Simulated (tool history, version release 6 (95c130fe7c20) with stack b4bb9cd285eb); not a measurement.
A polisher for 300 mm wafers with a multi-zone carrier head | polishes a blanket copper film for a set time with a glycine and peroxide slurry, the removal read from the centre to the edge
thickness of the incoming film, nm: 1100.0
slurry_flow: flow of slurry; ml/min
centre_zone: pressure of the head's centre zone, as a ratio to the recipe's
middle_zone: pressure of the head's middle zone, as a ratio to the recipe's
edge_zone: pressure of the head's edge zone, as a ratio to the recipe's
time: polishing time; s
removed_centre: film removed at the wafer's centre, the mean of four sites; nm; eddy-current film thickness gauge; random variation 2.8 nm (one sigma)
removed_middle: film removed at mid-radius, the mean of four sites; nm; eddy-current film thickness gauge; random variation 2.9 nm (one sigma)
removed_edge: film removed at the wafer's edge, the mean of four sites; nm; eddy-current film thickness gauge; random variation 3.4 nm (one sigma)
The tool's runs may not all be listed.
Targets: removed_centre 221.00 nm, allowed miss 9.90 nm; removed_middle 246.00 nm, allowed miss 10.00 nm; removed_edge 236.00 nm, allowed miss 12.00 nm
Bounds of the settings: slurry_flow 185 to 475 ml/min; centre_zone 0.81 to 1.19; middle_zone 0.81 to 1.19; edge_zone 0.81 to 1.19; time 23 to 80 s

Run 1, hour 0.0: slurry_flow 305 ml/min, centre_zone 1.00, middle_zone 1.00, edge_zone 1.00, time 51 s. Result: removed_centre 228.14 nm, removed_middle 203.41 nm, removed_edge 210.23 nm.
Run 2, hour 1.0: slurry_flow 305 ml/min, centre_zone 1.00, middle_zone 1.00, edge_zone 1.00, time 61 s. Result: removed_centre 273.60 nm, removed_middle 241.23 nm, removed_edge 243.60 nm.
Run 3, hour 9.9: slurry_flow 300 ml/min, centre_zone 0.95, middle_zone 1.01, edge_zone 1.00, time 61 s. Result: removed_centre 258.79 nm, removed_middle 252.46 nm, removed_edge 242.69 nm.
Run 4, hour 12.5: slurry_flow 300 ml/min, centre_zone 0.95, middle_zone 1.01, edge_zone 1.00, time 66 s. Result: removed_centre 274.34 nm, removed_middle 267.28 nm, removed_edge 262.71 nm.
Run 5, hour 14.1: slurry_flow 300 ml/min, centre_zone 0.95, middle_zone 1.01, edge_zone 1.00, time 58 s. Result: removed_centre 239.37 nm, removed_middle 233.06 nm, removed_edge 233.14 nm.
Run 6, hour 23.0: slurry_flow 300 ml/min, centre_zone 0.95, middle_zone 1.07, edge_zone 1.00, time 58 s. Result: removed_centre 242.93 nm, removed_middle 250.58 nm, removed_edge 233.79 nm.
Run 7, hour 26.6: slurry_flow 295 ml/min, centre_zone 0.93, middle_zone 1.06, edge_zone 1.01, time 58 s. Result: removed_centre 239.81 nm, removed_middle 243.61 nm, removed_edge 234.05 nm.
Run 8, hour 30.2: slurry_flow 295 ml/min, centre_zone 0.91, middle_zone 1.06, edge_zone 1.01, time 58 s. Result: removed_centre 231.10 nm, removed_middle 243.04 nm, removed_edge 234.10 nm.

4 next moves are on the table. One of them brings every result within its allowed miss. Which?
Run A, hour 33.8: slurry_flow 250 ml/min, centre_zone 1.00, middle_zone 1.19, edge_zone 0.83, time 59 s. Result: removed_centre ?, removed_middle ?, removed_edge ?.
Run B, hour 33.8: slurry_flow 320 ml/min, centre_zone 0.84, middle_zone 1.19, edge_zone 0.98, time 59 s. Result: removed_centre ?, removed_middle ?, removed_edge ?.
Run C, hour 33.8: slurry_flow 305 ml/min, centre_zone 0.93, middle_zone 1.18, edge_zone 0.88, time 54 s. Result: removed_centre ?, removed_middle ?, removed_edge ?.
Run D, hour 33.8: slurry_flow 285 ml/min, centre_zone 0.88, middle_zone 1.11, edge_zone 1.06, time 58 s. Result: removed_centre ?, removed_middle ?, removed_edge ?.

move  removed_centre  removed_middle  removed_edge
   A          251.27          260.14        214.35
   B          219.81          267.81        236.39
   C          220.30          242.19        205.04
   D          222.63          245.89        239.43
A: further off than the last run
B: brings the result that was furthest off to its target, and leaves another outside
C: brings the result that was furthest off to its target, and leaves another outside
D: meets every target
Answer: D

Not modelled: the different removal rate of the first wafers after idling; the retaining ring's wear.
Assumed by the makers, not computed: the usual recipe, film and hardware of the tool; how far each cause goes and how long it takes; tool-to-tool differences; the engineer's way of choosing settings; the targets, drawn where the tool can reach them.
